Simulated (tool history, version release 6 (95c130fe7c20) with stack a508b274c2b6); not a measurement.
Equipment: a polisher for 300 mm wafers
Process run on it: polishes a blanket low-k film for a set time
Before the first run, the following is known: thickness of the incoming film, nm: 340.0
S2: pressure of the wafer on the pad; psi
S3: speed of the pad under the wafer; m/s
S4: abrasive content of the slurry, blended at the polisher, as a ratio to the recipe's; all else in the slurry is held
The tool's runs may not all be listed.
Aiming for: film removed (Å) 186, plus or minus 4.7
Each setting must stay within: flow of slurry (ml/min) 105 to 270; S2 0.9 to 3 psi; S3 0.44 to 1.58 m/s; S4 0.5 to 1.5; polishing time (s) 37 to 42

run 1 day=0 | flow_of_slurry_(ml/min)=175 S2=1.9 S3=1 S4=1 polishing_time_(s)=42 | film_removed_(Å)=159.97
run 2 day=0.071 | flow_of_slurry_(ml/min)=185 S2=2 S3=1 S4=1 polishing_time_(s)=42 | film_removed_(Å)=165.27
run 3 day=0.288 | flow_of_slurry_(ml/min)=185 S2=2 S3=1 S4=1 polishing_time_(s)=42 | film_removed_(Å)=165.83
run 4 day=0.546 | flow_of_slurry_(ml/min)=185 S2=2.1 S3=1 S4=1 polishing_time_(s)=42 | film_removed_(Å)=174.3
run 5 day=0.579 | flow_of_slurry_(ml/min)=185 S2=2.2 S3=1 S4=1 polishing_time_(s)=42 | film_removed_(Å)=180.07
run 6 day=0.625 | flow_of_slurry_(ml/min)=160 S2=2.2 S3=1 S4=1 polishing_time_(s)=42 | film_removed_(Å)=175.21
run 7 day=0.888 | flow_of_slurry_(ml/min)=170 S2=2.2 S3=1 S4=1 polishing_time_(s)=42 | film_removed_(Å)=177.31
run 8 day=1.171 | flow_of_slurry_(ml/min)=175 S2=2.2 S3=1 S4=1 polishing_time_(s)=42 | film_removed_(Å)=180.06
run 9 day=1.417 | flow_of_slurry_(ml/min)=180 S2=2.2 S3=1 S4=1 polishing_time_(s)=42 | film_removed_(Å)=180.37
run 10 day=1.746 | flow_of_slurry_(ml/min)=180 S2=2.2 S3=1 S4=1 polishing_time_(s)=42 | film_removed_(Å)=179.97
run 11 day=1.962 | flow_of_slurry_(ml/min)=185 S2=2.2 S3=1 S4=1 polishing_time_(s)=42 | film_removed_(Å)=180.16

Which of these 5 next moves meets every target?
run A day=2.179 | flow_of_slurry_(ml/min)=170 S2=2.6 S3=0.9 S4=0.95 polishing_time_(s)=38 | film_removed_(Å)=?
run B day=2.179 | flow_of_slurry_(ml/min)=215 S2=2 S3=1.06 S4=1.05 polishing_time_(s)=41 | film_removed_(Å)=?
run C day=2.179 | flow_of_slurry_(ml/min)=210 S2=2.2 S3=1.2 S4=1 polishing_time_(s)=38 | film_removed_(Å)=?
run D day=2.179 | flow_of_slurry_(ml/min)=175 S2=2.1 S3=1.04 S4=1 polishing_time_(s)=41 | film_removed_(Å)=?
run E day=2.179 | flow_of_slurry_(ml/min)=195 S2=2.1 S3=1.1 S4=0.95 polishing_time_(s)=41 | film_removed_(Å)=?

move=A film_removed_(Å)=170.55
move=B film_removed_(Å)=177.87
move=C film_removed_(Å)=185.17
move=D film_removed_(Å)=173.02
move=E film_removed_(Å)=176.64
A: lands further from the targets than the last run did
B: lands further from the targets than the last run did
C: every result lands within tolerance
D: lands further from the targets than the last run did
E: lands further from the targets than the last run did
C meets every target.

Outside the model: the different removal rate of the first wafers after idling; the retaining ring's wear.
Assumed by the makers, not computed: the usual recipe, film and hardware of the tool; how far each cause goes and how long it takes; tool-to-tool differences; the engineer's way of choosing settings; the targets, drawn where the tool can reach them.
